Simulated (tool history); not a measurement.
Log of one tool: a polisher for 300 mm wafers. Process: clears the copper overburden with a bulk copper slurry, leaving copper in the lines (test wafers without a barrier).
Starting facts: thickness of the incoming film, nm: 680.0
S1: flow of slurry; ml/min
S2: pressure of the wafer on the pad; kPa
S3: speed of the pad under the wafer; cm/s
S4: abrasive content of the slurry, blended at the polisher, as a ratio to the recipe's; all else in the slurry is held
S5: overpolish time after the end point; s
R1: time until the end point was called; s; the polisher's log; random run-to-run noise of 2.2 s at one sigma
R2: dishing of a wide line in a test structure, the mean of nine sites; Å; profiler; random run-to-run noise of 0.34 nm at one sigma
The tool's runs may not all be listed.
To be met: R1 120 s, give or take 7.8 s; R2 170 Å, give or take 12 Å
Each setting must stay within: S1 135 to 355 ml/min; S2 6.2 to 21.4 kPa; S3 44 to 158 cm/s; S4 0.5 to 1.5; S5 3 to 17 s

Run 1, hour 0: S1 225 ml/min, S2 13.8 kPa, S3 100 cm/s, S4 1, S5 9 s. Result: R1 119.03 s, R2 344.5 Å.
Run 2, hour 3.2: S1 200 ml/min, S2 13.8 kPa, S3 100 cm/s, S4 1, S5 9 s. Result: R1 123.14 s, R2 336.12 Å.
Run 3, hour 9.1: S1 200 ml/min, S2 13.8 kPa, S3 84 cm/s, S4 1, S5 9 s. Result: R1 140.06 s, R2 294.58 Å.
Run 4, hour 18: S1 210 ml/min, S2 14.5 kPa, S3 80 cm/s, S4 1.05, S5 8 s. Result: R1 143.31 s, R2 271.62 Å.
Run 5, hour 25.7: S1 210 ml/min, S2 16.5 kPa, S3 80 cm/s, S4 1.05, S5 8 s. Result: R1 133.71 s, R2 279.96 Å.
Run 6, hour 29.3: S1 210 ml/min, S2 16.5 kPa, S3 80 cm/s, S4 1.15, S5 8 s. Result: R1 134 s, R2 309.43 Å.
Run 7, hour 34.2: S1 210 ml/min, S2 17.2 kPa, S3 80 cm/s, S4 1.05, S5 7 s. Result: R1 124.23 s, R2 264.25 Å.
Run 8, hour 40.5: S1 210 ml/min, S2 17.2 kPa, S3 78 cm/s, S4 1, S5 6 s. Result: R1 136.49 s, R2 227.72 Å.
Run 9, hour 45.9: S1 210 ml/min, S2 17.9 kPa, S3 78 cm/s, S4 0.95, S5 5 s. Result: R1 132.34 s, R2 195.46 Å.
Run 10, hour 52.6: S1 210 ml/min, S2 18.6 kPa, S3 78 cm/s, S4 0.9, S5 5 s. Result: R1 126.87 s, R2 204.27 Å.
Run 11, hour 59.2: S1 210 ml/min, S2 17.9 kPa, S3 82 cm/s, S4 1.05, S5 3 s. Result: R1 123.22 s, R2 128.99 Å.
Run 12, hour 67.3: S1 210 ml/min, S2 18.6 kPa, S3 80 cm/s, S4 1, S5 3 s. Result: R1 120.37 s, R2 128.38 Å.
Run 13, hour 74.9: S1 210 ml/min, S2 19.3 kPa, S3 78 cm/s, S4 0.95, S5 3 s. Result: R1 125.39 s, R2 126.61 Å.

Of the 5 settings listed for the next run, only one would bring every result within its allowed miss of target. Which one?
Run A, hour 82.5: S1 170 ml/min, S2 20 kPa, S3 80 cm/s, S4 0.95, S5 4 s. Result: R1 ?, R2 ?.
Run B, hour 82.5: S1 230 ml/min, S2 15.2 kPa, S3 96 cm/s, S4 0.85, S5 5 s. Result: R1 ?, R2 ?.
Run C, hour 82.5: S1 235 ml/min, S2 19.3 kPa, S3 86 cm/s, S4 0.95, S5 3 s. Result: R1 ?, R2 ?.
Run D, hour 82.5: S1 200 ml/min, S2 18.6 kPa, S3 80 cm/s, S4 1, S5 5 s. Result: R1 ?, R2 ?.
Run E, hour 82.5: S1 175 ml/min, S2 17.9 kPa, S3 74 cm/s, S4 0.95, S5 4 s. Result: R1 ?, R2 ?.

move      R1      R2
   A  120.08  170.23
   B  120.96  206.55
   C  111.97  138.81
   D  123.42  203.58
   E  139.26  148.04
A: every result within its allowed miss
B: pushes the last run's worst result past its target
C: moves toward the targets from the last run without getting all of them in spec
D: pushes the last run's worst result past its target
E: moves toward the targets from the last run without getting all of them in spec
A meets every target.
